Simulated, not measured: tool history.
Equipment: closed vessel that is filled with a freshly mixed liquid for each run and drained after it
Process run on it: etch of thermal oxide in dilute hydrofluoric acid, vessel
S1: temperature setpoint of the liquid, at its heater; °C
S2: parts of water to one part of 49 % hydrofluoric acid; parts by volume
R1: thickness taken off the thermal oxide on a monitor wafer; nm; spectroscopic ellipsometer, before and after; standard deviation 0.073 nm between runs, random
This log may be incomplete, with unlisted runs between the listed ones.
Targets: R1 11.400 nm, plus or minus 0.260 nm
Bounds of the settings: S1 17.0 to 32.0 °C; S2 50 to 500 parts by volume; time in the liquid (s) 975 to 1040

Run 1, hour 0.0: S1 24.0 °C, S2 275 parts by volume, time in the liquid (s) 975. Result: R1 13.044 nm.
Run 2, hour 1.8: S1 24.0 °C, S2 275 parts by volume, time in the liquid (s) 975. Result: R1 13.089 nm.
Run 3, hour 4.4: S1 25.5 °C, S2 275 parts by volume, time in the liquid (s) 975. Result: R1 13.869 nm.
Run 4, hour 12.9: S1 25.5 °C, S2 275 parts by volume, time in the liquid (s) 1040. Result: R1 14.883 nm.
Run 5, hour 18.0: S1 29.0 °C, S2 275 parts by volume, time in the liquid (s) 1040. Result: R1 16.668 nm.
Run 6, hour 24.2: S1 29.0 °C, S2 210 parts by volume, time in the liquid (s) 1040. Result: R1 23.274 nm.
Run 7, hour 29.7: S1 27.0 °C, S2 225 parts by volume, time in the liquid (s) 1040. Result: R1 20.059 nm.
Run 8, hour 35.8: S1 25.0 °C, S2 235 parts by volume, time in the liquid (s) 1040. Result: R1 17.682 nm.
Run 9, hour 40.4: S1 23.5 °C, S2 245 parts by volume, time in the liquid (s) 1040. Result: R1 15.951 nm.
Run 10, hour 43.7: S1 22.5 °C, S2 250 parts by volume, time in the liquid (s) 1040. Result: R1 14.877 nm.
Run 11, hour 50.9: S1 21.5 °C, S2 250 parts by volume, time in the liquid (s) 1040. Result: R1 14.291 nm.
Run 12, hour 55.4: S1 20.5 °C, S2 250 parts by volume, time in the liquid (s) 1040. Result: R1 13.900 nm.
Run 13, hour 57.9: S1 20.0 °C, S2 255 parts by volume, time in the liquid (s) 1040. Result: R1 13.503 nm.
Run 14, hour 63.0: S1 17.0 °C, S2 275 parts by volume, time in the liquid (s) 1040. Result: R1 10.851 nm.

Next run, 5 choices. One meets every target within its allowed miss, the rest don't. Which?
Run A, hour 68.1: S1 17.0 °C, S2 250 parts by volume, time in the liquid (s) 1035. Result: R1 ?.
Run B, hour 68.1: S1 17.0 °C, S2 255 parts by volume, time in the liquid (s) 1000. Result: R1 ?.
Run C, hour 68.1: S1 21.5 °C, S2 285 parts by volume, time in the liquid (s) 1030. Result: R1 ?.
Run D, hour 68.1: S1 24.0 °C, S2 340 parts by volume, time in the liquid (s) 1040. Result: R1 ?.
Run E, hour 68.1: S1 17.0 °C, S2 255 parts by volume, time in the liquid (s) 1035. Result: R1 ?.

move      R1
   A  12.136
   B  11.446
   C  12.151
   D  10.662
   E  11.847
A: pushes the last run's worst result past its target
B: each result inside its tolerance
C: pushes the last run's worst result past its target
D: the biggest miss grows against the last run
E: pushes the last run's worst result past its target
The move that meets every target is B.
